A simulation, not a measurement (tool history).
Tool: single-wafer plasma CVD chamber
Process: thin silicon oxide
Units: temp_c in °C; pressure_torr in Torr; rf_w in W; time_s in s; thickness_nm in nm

Run 1, hour 0: temp_c 415 °C, pressure_torr 0.775 Torr, rf_w 310 W, time_s 5.03 s. Result: thickness_nm 8.5717 nm.
Run 2, hour 1.7: temp_c 415 °C, pressure_torr 0.787 Torr, rf_w 310 W, time_s 5.03 s. Result: thickness_nm 8.6714 nm.
Run 3, hour 4.6: temp_c 407 °C, pressure_torr 0.787 Torr, rf_w 310 W, time_s 5.03 s. Result: thickness_nm 8.7329 nm.
Run 4, hour 7.7: temp_c 416 °C, pressure_torr 0.787 Torr, rf_w 310 W, time_s 5.03 s. Result: thickness_nm 8.7314 nm.
Run 5, hour 15.6: temp_c 416 °C, pressure_torr 0.787 Torr, rf_w 290 W, time_s 5.03 s. Result: thickness_nm 8.4716 nm.
Run 6, hour 18.7: temp_c 416 °C, pressure_torr 0.802 Torr, rf_w 290 W, time_s 5.03 s. Result: thickness_nm 8.6148 nm.

Run 7 comes next. What will it give?
Run 7, hour 21.1: temp_c 416 °C, pressure_torr 0.802 Torr, rf_w 290 W, time_s 5.03 s. Result: thickness_nm ?.

Run 7 gave thickness_nm 8.5957 nm.
